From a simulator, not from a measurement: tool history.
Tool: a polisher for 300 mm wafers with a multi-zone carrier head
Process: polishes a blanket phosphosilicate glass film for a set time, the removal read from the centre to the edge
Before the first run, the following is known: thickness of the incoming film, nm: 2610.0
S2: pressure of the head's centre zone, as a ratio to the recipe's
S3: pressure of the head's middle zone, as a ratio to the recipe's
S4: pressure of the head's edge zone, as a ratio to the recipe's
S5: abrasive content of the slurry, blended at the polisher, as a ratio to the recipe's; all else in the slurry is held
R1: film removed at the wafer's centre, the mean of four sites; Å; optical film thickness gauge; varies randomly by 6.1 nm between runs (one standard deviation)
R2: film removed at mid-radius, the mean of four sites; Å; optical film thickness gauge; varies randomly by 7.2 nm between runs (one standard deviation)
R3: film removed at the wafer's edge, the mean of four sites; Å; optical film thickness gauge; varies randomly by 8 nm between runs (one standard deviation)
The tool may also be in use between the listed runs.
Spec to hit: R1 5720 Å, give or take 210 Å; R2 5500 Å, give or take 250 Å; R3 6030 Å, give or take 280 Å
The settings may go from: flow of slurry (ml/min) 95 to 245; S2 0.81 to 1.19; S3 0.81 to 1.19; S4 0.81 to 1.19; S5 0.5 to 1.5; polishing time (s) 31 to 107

Run 1, hour 0: flow of slurry (ml/min) 155, S2 1, S3 1, S4 1, S5 1, polishing time (s) 69. Result: R1 4533.2 Å, R2 4690.2 Å, R3 4563.5 Å.
Run 2, hour 8.5: flow of slurry (ml/min) 160, S2 1.01, S3 0.99, S4 1.03, S5 1.05, polishing time (s) 69. Result: R1 4662.8 Å, R2 4717.1 Å, R3 4748.1 Å.
Run 3, hour 14.1: flow of slurry (ml/min) 165, S2 1.02, S3 0.99, S4 1.05, S5 1.1, polishing time (s) 69. Result: R1 4944.6 Å, R2 4970 Å, R3 4962.1 Å.
Run 4, hour 17.7: flow of slurry (ml/min) 165, S2 1.02, S3 0.99, S4 1.02, S5 1.1, polishing time (s) 69. Result: R1 4978.3 Å, R2 4872 Å, R3 4919.1 Å.
Run 5, hour 21.5: flow of slurry (ml/min) 165, S2 1.02, S3 0.99, S4 0.95, S5 1.1, polishing time (s) 69. Result: R1 4839.2 Å, R2 5062.2 Å, R3 4802.9 Å.
Run 6, hour 26: flow of slurry (ml/min) 165, S2 1.02, S3 0.99, S4 0.95, S5 0.95, polishing time (s) 69. Result: R1 4509.8 Å, R2 4443.5 Å, R3 4352.8 Å.
Run 7, hour 33.4: flow of slurry (ml/min) 170, S2 1.02, S3 0.97, S4 0.98, S5 1.05, polishing time (s) 69. Result: R1 4861.8 Å, R2 4829.6 Å, R3 4703.9 Å.
Run 8, hour 40.3: flow of slurry (ml/min) 170, S2 1.02, S3 0.96, S4 1.02, S5 1.1, polishing time (s) 69. Result: R1 4954.8 Å, R2 4854 Å, R3 4973.6 Å.
Run 9, hour 45.5: flow of slurry (ml/min) 175, S2 1.02, S3 0.95, S4 1.04, S5 1.15, polishing time (s) 69. Result: R1 5114 Å, R2 4992.3 Å, R3 5228.1 Å.

5 candidate next runs follow, results not yet known. Just one meets every target within its allowed miss. Identify it.
Run A, hour 50.7: flow of slurry (ml/min) 165, S2 1.17, S3 0.81, S4 1.18, S5 1.1, polishing time (s) 75. Result: R1 ?, R2 ?, R3 ?.
Run B, hour 50.7: flow of slurry (ml/min) 180, S2 1.14, S3 1.11, S4 0.9, S5 1.15, polishing time (s) 66. Result: R1 ?, R2 ?, R3 ?.
Run C, hour 50.7: flow of slurry (ml/min) 195, S2 1.16, S3 0.93, S4 1.09, S5 1.2, polishing time (s) 72. Result: R1 ?, R2 ?, R3 ?.
Run D, hour 50.7: flow of slurry (ml/min) 180, S2 0.9, S3 0.83, S4 1.11, S5 1.35, polishing time (s) 76. Result: R1 ?, R2 ?, R3 ?.
Run E, hour 50.7: flow of slurry (ml/min) 205, S2 0.99, S3 0.91, S4 1.07, S5 1.2, polishing time (s) 75. Result: R1 ?, R2 ?, R3 ?.

move      R1      R2      R3
   A  6147.1  4614.8    5710
   B  5500.8  5498.9    4537
   C  6323.4  5343.5  5611.2
   D  5371.6  5361.2  6263.6
   E  5658.2  5512.5  5824.9
A: the result that was furthest off in the last run now lies on the other side of its target
B: misses by more than the last run did
C: the result that was furthest off in the last run now lies on the other side of its target
D: gains on the last run, yet a result remains outside its allowed miss
E: all results land within tolerance of their targets
The move that meets every target is E.
